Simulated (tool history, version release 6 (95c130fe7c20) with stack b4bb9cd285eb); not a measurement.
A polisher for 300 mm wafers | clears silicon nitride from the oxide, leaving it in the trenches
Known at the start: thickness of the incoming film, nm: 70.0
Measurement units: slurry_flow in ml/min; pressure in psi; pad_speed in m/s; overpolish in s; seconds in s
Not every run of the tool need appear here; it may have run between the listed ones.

{"run": 1, "hour": 0.0, "slurry_flow": 235, "pressure": 2.1, "pad_speed": 0.88, "overpolish": 40, "seconds": 118.15}
{"run": 2, "hour": 2.0, "slurry_flow": 235, "pressure": 2.1, "pad_speed": 0.88, "overpolish": 42, "seconds": 115.5}
{"run": 3, "hour": 5.1, "slurry_flow": 285, "pressure": 2.1, "pad_speed": 0.88, "overpolish": 42, "seconds": 118.4}
{"run": 4, "hour": 12.9, "slurry_flow": 265, "pressure": 2.1, "pad_speed": 0.88, "overpolish": 42, "seconds": 115.41}
{"run": 5, "hour": 21.0, "slurry_flow": 265, "pressure": 2.3, "pad_speed": 0.9, "overpolish": 42, "seconds": 105.49}
{"run": 6, "hour": 21.9, "slurry_flow": 265, "pressure": 2, "pad_speed": 0.9, "overpolish": 42, "seconds": 120.81}
{"run": 7, "hour": 25.9, "slurry_flow": 265, "pressure": 2.2, "pad_speed": 0.94, "overpolish": 42, "seconds": 104.16}
{"run": 8, "hour": 31.8, "slurry_flow": 265, "pressure": 2.4, "pad_speed": 0.96, "overpolish": 42, "seconds": 93.84}
{"run": 9, "hour": 40.4, "slurry_flow": 265, "pressure": 2.5, "pad_speed": 0.98, "overpolish": 42, "seconds": 89.115}
{"run": 10, "hour": 47.6, "slurry_flow": 265, "pressure": 2.6, "pad_speed": 1, "overpolish": 42, "seconds": 82.812}
{"run": 11, "hour": 50.8, "slurry_flow": 265, "pressure": 2.7, "pad_speed": 1.02, "overpolish": 42, "seconds": 79.791}
{"run": 12, "hour": 52.9, "slurry_flow": 265, "pressure": 2.8, "pad_speed": 1.04, "overpolish": 42, "seconds": 75.146}
{"run": 13, "hour": 53.6, "slurry_flow": 265, "pressure": 2.9, "pad_speed": 1.06, "overpolish": 42, "seconds": 71.561}

What does the tool deliver on the next run?
{"run": 14, "hour": 62.2, "slurry_flow": 265, "pressure": 2.9, "pad_speed": 1.08, "overpolish": 42, "seconds": "?"}

seconds: 71.05 s

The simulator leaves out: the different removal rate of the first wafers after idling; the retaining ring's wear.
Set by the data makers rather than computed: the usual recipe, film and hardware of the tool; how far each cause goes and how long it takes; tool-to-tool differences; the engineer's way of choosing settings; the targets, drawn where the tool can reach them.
